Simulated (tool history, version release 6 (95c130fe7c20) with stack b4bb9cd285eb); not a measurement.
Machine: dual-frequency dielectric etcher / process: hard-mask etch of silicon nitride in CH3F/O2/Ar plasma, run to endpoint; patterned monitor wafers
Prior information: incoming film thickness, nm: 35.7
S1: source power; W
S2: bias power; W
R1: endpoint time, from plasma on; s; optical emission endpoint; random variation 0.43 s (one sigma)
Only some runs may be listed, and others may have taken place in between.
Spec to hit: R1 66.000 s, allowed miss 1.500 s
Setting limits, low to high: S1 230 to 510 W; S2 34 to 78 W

{"run": 1, "hour": 0.0, "S1": 370, "S2": 56, "R1": 56.406}
{"run": 2, "hour": 1.7, "S1": 370, "S2": 66, "R1": 53.939}
{"run": 3, "hour": 2.4, "S1": 350, "S2": 64, "R1": 56.352}
{"run": 4, "hour": 10.3, "S1": 330, "S2": 63, "R1": 57.967}
{"run": 5, "hour": 10.9, "S1": 320, "S2": 62, "R1": 59.56}
{"run": 6, "hour": 11.5, "S1": 320, "S2": 53, "R1": 62.506}
{"run": 7, "hour": 15.5, "S1": 310, "S2": 53, "R1": 63.533}
{"run": 8, "hour": 18.2, "S1": 300, "S2": 53, "R1": 63.985}

Consider the 4 candidate settings below. Which is the only one whose results all fall within their allowed miss of target?
{"run": "A", "hour": 20.9, "S1": 300, "S2": 47, "R1": "?"}
{"run": "B", "hour": 20.9, "S1": 330, "S2": 51, "R1": "?"}
{"run": "C", "hour": 20.9, "S1": 340, "S2": 51, "R1": "?"}
{"run": "D", "hour": 20.9, "S1": 270, "S2": 52, "R1": "?"}

move=A R1=66.018
move=B R1=61.313
move=C R1=60.291
move=D R1=68.773
A: every result within its allowed miss
B: moves away from the targets compared with the last run
C: moves away from the targets compared with the last run
D: pushes the last run's worst result past its target
A meets every target.
